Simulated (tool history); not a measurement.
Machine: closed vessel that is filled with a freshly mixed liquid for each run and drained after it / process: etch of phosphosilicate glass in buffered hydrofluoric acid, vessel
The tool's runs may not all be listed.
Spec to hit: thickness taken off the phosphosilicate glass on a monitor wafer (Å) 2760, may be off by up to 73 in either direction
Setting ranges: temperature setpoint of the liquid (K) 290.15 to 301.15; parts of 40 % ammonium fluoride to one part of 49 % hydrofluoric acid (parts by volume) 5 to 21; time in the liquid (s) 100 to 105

run,day,temperature setpoint of the liquid (K),parts of 40 % ammonium fluoride to one part of 49 % hydrofluoric acid (parts by volume),time in the liquid (s),thickness taken off the phosphosilicate glass on a monitor wafer (Å)
1,0,293.15,13,100,3879.2
2,0.05,293.15,13,105,4025.3
3,0.142,293.15,13,100,3819.7
4,0.442,291.65,13,100,3575.2
5,0.746,291.65,13,105,3741.6
6,1,291.15,13.5,105,3513.2
7,1.358,291.15,14,105,3375.6
8,1.696,291.15,14.5,105,3193.4
# day 2.058: thermometer replaced
9,2.058,290.65,15,105,3463
10,2.283,290.65,16,105,3220.8
11,2.546,290.65,16.5,105,3200.1
12,2.838,290.65,17,105,3060.2
13,2.958,290.65,17.5,105,2991.3

4 candidate next runs follow, results not yet known. Just one meets every target within its allowed miss. Identify it.
A,3.079,290.65,19,105,?
B,3.079,290.15,19.5,105,?
C,3.079,290.15,17,105,?
D,3.079,290.15,17.5,105,?

move,thickness taken off the phosphosilicate glass on a monitor wafer (Å)
A,2768.7
B,2622.4
C,3003.2
D,2918.5
A: each result inside its tolerance
B: moves the result that the last run missed by most past its target, out the other side
C: further off than the last run
D: closes in on the targets versus the last run, not all within tolerance yet
A is the move that brings every result within its allowed miss.

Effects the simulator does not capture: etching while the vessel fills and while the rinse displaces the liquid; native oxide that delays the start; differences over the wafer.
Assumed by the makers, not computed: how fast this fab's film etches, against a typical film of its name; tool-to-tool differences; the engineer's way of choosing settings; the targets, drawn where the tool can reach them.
